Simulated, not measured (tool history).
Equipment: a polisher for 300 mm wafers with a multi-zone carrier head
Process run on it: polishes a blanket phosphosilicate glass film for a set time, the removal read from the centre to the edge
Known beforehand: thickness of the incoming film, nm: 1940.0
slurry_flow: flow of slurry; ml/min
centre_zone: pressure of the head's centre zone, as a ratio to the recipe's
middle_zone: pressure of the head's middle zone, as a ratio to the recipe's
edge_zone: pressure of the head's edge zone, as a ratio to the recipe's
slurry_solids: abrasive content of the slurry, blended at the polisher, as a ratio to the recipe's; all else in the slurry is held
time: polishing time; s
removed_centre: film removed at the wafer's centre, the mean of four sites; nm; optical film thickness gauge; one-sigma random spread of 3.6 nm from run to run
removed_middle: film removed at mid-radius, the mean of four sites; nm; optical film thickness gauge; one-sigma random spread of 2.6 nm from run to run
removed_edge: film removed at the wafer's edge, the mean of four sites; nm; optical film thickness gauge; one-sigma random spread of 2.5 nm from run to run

Run 1, hour 0.0: slurry_flow 240 ml/min, centre_zone 1.00, middle_zone 1.00, edge_zone 1.00, slurry_solids 1.00, time 41 s. Result: removed_centre 352.70 nm, removed_middle 346.41 nm, removed_edge 337.58 nm.
Run 2, hour 8.7: slurry_flow 235 ml/min, centre_zone 0.98, middle_zone 0.96, edge_zone 0.99, slurry_solids 0.95, time 41 s. Result: removed_centre 329.45 nm, removed_middle 325.24 nm, removed_edge 327.93 nm.
Run 3, hour 15.5: slurry_flow 235 ml/min, centre_zone 0.98, middle_zone 0.96, edge_zone 0.99, slurry_solids 0.85, time 41 s. Result: removed_centre 305.12 nm, removed_middle 305.26 nm, removed_edge 308.07 nm.
Run 4, hour 16.7: slurry_flow 230 ml/min, centre_zone 0.98, middle_zone 0.93, edge_zone 0.97, slurry_solids 0.85, time 41 s. Result: removed_centre 307.07 nm, removed_middle 288.88 nm, removed_edge 307.31 nm.
Run 5, hour 22.6: slurry_flow 285 ml/min, centre_zone 0.98, middle_zone 0.93, edge_zone 0.97, slurry_solids 0.85, time 41 s. Result: removed_centre 307.27 nm, removed_middle 297.84 nm, removed_edge 311.91 nm.
Run 6, hour 29.6: slurry_flow 285 ml/min, centre_zone 0.97, middle_zone 0.91, edge_zone 0.94, slurry_solids 0.85, time 41 s. Result: removed_centre 315.91 nm, removed_middle 292.93 nm, removed_edge 307.04 nm.

Forecast run 7:
Run 7, hour 35.8: slurry_flow 280 ml/min, centre_zone 0.95, middle_zone 0.90, edge_zone 0.93, slurry_solids 0.85, time 41 s. Result: removed_centre ?, removed_middle ?, removed_edge ?.

removed_centre: 304.37 nm
removed_middle: 291.33 nm
removed_edge: 305.58 nm
